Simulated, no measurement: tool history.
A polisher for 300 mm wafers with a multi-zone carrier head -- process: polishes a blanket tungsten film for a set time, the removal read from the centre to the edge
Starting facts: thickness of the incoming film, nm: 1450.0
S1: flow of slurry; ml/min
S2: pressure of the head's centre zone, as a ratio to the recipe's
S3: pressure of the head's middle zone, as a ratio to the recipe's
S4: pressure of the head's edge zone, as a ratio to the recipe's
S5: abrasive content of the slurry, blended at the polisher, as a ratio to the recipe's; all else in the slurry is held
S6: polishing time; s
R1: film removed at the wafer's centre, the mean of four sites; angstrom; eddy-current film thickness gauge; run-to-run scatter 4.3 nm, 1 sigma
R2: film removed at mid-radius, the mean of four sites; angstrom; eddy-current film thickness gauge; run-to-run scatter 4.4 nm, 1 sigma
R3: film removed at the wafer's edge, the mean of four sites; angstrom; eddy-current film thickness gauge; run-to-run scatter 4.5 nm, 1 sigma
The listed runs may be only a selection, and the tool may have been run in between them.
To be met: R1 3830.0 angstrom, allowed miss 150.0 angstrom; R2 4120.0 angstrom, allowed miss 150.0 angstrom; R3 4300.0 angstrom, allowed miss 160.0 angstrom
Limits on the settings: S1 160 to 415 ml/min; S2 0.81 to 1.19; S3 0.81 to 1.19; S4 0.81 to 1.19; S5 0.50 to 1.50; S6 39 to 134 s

run,hour,S1,S2,S3,S4,S5,S6,R1,R2,R3
1,0.0,265,1.00,1.00,1.00,1.00,86,3147.3,3129.0,3128.5
2,2.5,265,1.00,1.00,1.00,1.15,86,3217.8,3281.5,3267.3
3,6.9,265,1.00,1.00,1.02,1.20,87,3289.7,3314.7,3362.6
4,11.2,265,1.00,1.01,1.04,1.25,88,3410.2,3451.2,3438.9
5,12.2,265,1.00,0.98,1.04,1.25,88,3301.4,3338.1,3414.3
6,19.9,265,0.99,0.98,1.05,1.30,90,3437.7,3480.0,3560.2
7,28.6,265,0.98,0.98,1.06,1.35,91,3511.1,3571.9,3638.5
8,29.6,265,0.97,0.98,1.07,1.35,92,3499.2,3525.7,3629.1
9,34.2,270,0.91,1.03,1.17,1.50,104,3867.0,4309.8,4572.1
10,37.1,270,0.91,1.03,1.16,1.50,104,3885.3,4328.2,4466.3
11,40.1,270,0.91,1.02,1.15,1.50,104,3855.2,4307.2,4445.0
12,44.1,270,0.91,1.01,1.15,1.50,104,3831.4,4289.5,4591.0

Exercise: of the 4 proposed moves below, exactly one satisfies all targets within the stated allowed misses. Which move is it?
A,48.1,310,0.82,0.84,1.19,1.30,119,?,?,?
B,48.1,220,0.87,0.98,1.19,1.45,114,?,?,?
C,48.1,270,0.83,0.91,1.19,1.40,112,?,?,?
D,48.1,400,0.95,1.02,1.17,1.35,98,?,?,?

move,R1,R2,R3
A,3924.6,4108.5,5120.8
B,3868.8,4403.8,4871.5
C,3737.1,4143.4,4847.3
D,3773.7,4101.9,4281.0
A: moves away from the targets compared with the last run
B: moves away from the targets compared with the last run
C: moves away from the targets compared with the last run
D: all results in spec
The move that meets every target is D.
